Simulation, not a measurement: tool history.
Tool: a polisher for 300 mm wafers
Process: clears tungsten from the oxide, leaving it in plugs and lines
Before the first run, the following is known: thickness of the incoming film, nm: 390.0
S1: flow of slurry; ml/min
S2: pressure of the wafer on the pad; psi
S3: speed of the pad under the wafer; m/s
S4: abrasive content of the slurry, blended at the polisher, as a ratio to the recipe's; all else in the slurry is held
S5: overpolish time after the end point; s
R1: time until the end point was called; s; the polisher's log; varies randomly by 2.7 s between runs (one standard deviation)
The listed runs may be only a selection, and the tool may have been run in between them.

run  hour   S1   S2    S3   S4  S5      R1
  1   0.0  270  3.3  1.30  1.0   7  91.134
  2   5.1  270  3.3  1.46  1.0   7  80.110
  3  13.0  270  3.3  1.46  1.0   7  79.583
  4  17.9  270  3.8  1.46  1.0   7  71.299
  5  25.9  270  3.5  1.38  1.0   7  83.009
  6  31.0  270  4.0  1.38  1.0   7  70.711
  7  39.1  270  3.7  1.32  1.0   7  79.001
  8  39.7  270  3.4  1.26  1.0   7  90.546

Predict the results of run 9:
  9  43.7  270  3.2  1.22  1.0   7   ?

Run 9 came out at R1 97.259 s.
